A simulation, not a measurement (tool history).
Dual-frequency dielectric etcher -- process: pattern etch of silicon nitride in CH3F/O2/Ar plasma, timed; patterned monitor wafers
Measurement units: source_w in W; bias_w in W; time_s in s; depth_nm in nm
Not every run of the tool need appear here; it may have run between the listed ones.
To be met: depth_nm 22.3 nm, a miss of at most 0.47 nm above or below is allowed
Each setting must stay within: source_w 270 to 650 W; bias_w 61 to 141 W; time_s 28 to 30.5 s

run 1 day=0 | source_w=460 bias_w=101 time_s=30.5 | depth_nm=25.98
run 2 day=0.054 | source_w=460 bias_w=101 time_s=30.5 | depth_nm=25.979
run 3 day=0.267 | source_w=400 bias_w=101 time_s=30.5 | depth_nm=24.644
run 4 day=0.604 | source_w=390 bias_w=100 time_s=30.5 | depth_nm=24.41
run 5 day=0.842 | source_w=390 bias_w=100 time_s=30.5 | depth_nm=24.432
run 6 day=0.942 | source_w=330 bias_w=100 time_s=30.5 | depth_nm=23.089
run 7 day=1.088 | source_w=320 bias_w=100 time_s=30.5 | depth_nm=22.9
run 8 day=1.154 | source_w=320 bias_w=100 time_s=30.5 | depth_nm=22.954

Consider the 4 candidate settings below. Which is the only one whose results all fall within their allowed miss of target?
run A day=1.221 | source_w=320 bias_w=103 time_s=30.5 | depth_nm=?
run B day=1.221 | source_w=370 bias_w=106 time_s=29.5 | depth_nm=?
run C day=1.221 | source_w=330 bias_w=97 time_s=30 | depth_nm=?
run D day=1.221 | source_w=350 bias_w=104 time_s=30 | depth_nm=?

move=A depth_nm=23.171
move=B depth_nm=23.836
move=C depth_nm=22.429
move=D depth_nm=23.59
A: misses by more than the last run did
B: misses by more than the last run did
C: all results in spec
D: misses by more than the last run did
C is the move that brings every result within its allowed miss.
